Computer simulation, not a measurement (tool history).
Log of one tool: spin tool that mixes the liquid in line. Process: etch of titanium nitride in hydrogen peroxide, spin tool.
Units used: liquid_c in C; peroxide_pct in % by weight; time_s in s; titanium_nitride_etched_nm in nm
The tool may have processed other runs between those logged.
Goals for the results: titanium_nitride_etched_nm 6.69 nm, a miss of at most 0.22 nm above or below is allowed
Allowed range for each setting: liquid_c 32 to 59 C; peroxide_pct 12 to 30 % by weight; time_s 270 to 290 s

{"run": 1, "hour": 0.0, "liquid_c": 43, "peroxide_pct": 20.5, "time_s": 270, "titanium_nitride_etched_nm": 14.223}
{"run": 2, "hour": 2.6, "liquid_c": 43, "peroxide_pct": 20.5, "time_s": 270, "titanium_nitride_etched_nm": 14.006}
{"run": 3, "hour": 3.6, "liquid_c": 38.5, "peroxide_pct": 20.5, "time_s": 270, "titanium_nitride_etched_nm": 10}
{"run": 4, "hour": 4.7, "liquid_c": 37, "peroxide_pct": 20.5, "time_s": 270, "titanium_nitride_etched_nm": 8.8561}
{"run": 5, "hour": 5.9, "liquid_c": 32, "peroxide_pct": 20.5, "time_s": 270, "titanium_nitride_etched_nm": 5.9186}
{"run": 6, "hour": 7.3, "liquid_c": 37.5, "peroxide_pct": 20.5, "time_s": 270, "titanium_nitride_etched_nm": 9.4058}
{"run": 7, "hour": 13.1, "liquid_c": 36.5, "peroxide_pct": 20.5, "time_s": 270, "titanium_nitride_etched_nm": 8.5444}
{"run": 8, "hour": 17.7, "liquid_c": 33, "peroxide_pct": 20.5, "time_s": 270, "titanium_nitride_etched_nm": 6.5458}

Which single option among these 4 for the next run brings every result within its allowed miss of target? Just one does.
{"run": "A", "hour": 22.3, "liquid_c": 34, "peroxide_pct": 17, "time_s": 290, "titanium_nitride_etched_nm": "?"}
{"run": "B", "hour": 22.3, "liquid_c": 32, "peroxide_pct": 19.5, "time_s": 275, "titanium_nitride_etched_nm": "?"}
{"run": "C", "hour": 22.3, "liquid_c": 33, "peroxide_pct": 17.5, "time_s": 270, "titanium_nitride_etched_nm": "?"}
{"run": "D", "hour": 22.3, "liquid_c": 32.5, "peroxide_pct": 20.5, "time_s": 290, "titanium_nitride_etched_nm": "?"}

move=A titanium_nitride_etched_nm=7.3642
move=B titanium_nitride_etched_nm=6.1213
move=C titanium_nitride_etched_nm=6.3668
move=D titanium_nitride_etched_nm=6.794
A: pushes the last run's worst result past its target
B: lands further from the targets than the last run did
C: lands further from the targets than the last run did
D: each result inside its tolerance
D meets every target.
